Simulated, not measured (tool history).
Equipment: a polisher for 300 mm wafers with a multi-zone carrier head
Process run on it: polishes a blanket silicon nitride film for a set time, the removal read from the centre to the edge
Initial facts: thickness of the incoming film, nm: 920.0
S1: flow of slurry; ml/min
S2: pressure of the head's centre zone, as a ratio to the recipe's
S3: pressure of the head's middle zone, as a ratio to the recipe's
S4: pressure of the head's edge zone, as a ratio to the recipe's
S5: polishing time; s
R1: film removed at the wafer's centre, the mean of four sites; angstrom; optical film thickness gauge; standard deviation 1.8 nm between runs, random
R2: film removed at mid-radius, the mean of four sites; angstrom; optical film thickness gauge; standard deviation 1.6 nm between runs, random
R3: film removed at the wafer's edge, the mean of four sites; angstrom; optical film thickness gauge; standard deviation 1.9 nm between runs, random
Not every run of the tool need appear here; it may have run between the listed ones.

run,hour,S1,S2,S3,S4,S5,R1,R2,R3
1,0.0,265,1.00,1.00,1.00,85,2159.6,2169.0,2162.1
2,2.7,255,0.98,0.95,0.99,84,2102.2,2036.6,2113.9
3,5.6,255,0.98,0.95,0.99,104,2575.2,2522.1,2601.9
4,14.4,245,0.95,0.91,0.98,98,2335.1,2314.3,2452.2
5,20.6,240,0.94,0.89,0.98,93,2226.7,2137.2,2282.3
6,21.3,235,0.92,0.87,0.99,90,2105.0,2022.3,2229.7
7,29.9,230,0.91,0.85,0.98,88,1996.0,1950.7,2186.1

Run 8, settings as shown, results not yet in. Your forecast:
8,32.7,225,0.91,0.84,0.97,86,?,?,?

Run 8 produced R1 1924.5 angstrom, R2 1885.8 angstrom, R3 2077.6 angstrom.
